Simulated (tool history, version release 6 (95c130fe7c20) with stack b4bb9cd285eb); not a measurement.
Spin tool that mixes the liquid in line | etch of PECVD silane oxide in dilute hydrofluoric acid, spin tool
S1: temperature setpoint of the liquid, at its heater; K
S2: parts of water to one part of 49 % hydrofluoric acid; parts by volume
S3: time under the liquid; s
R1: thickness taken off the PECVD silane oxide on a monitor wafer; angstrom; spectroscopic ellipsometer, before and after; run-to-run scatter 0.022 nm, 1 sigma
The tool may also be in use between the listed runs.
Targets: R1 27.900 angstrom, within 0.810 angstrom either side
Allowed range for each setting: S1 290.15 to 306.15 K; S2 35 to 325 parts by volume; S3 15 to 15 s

run	hour	S1	S2	S3	R1
1	0.0	298.15	180	15	37.837
2	7.0	300.15	180	15	40.552
3	11.2	302.15	180	15	43.355
4	13.6	302.15	180	15	43.549
5	17.9	302.15	240	15	30.532
6	19.7	302.15	240	15	30.597
7	21.7	301.65	240	15	30.609
8	25.4	301.15	240	15	29.207

Next run, 5 choices. One meets every target within its allowed miss, the rest don't. Which?
A	29.1	301.65	270	15	?
B	29.1	303.65	250	15	?
C	29.1	306.15	265	15	?
D	29.1	304.65	260	15	?
E	29.1	299.65	240	15	?

move	R1
A	25.984
B	30.683
C	30.837
D	30.130
E	28.209
A: takes the biggest miss from the last run beyond its target
B: the biggest miss grows against the last run
C: the biggest miss grows against the last run
D: the biggest miss grows against the last run
E: each result inside its tolerance
So the answer is move E, the one that meets all the targets.
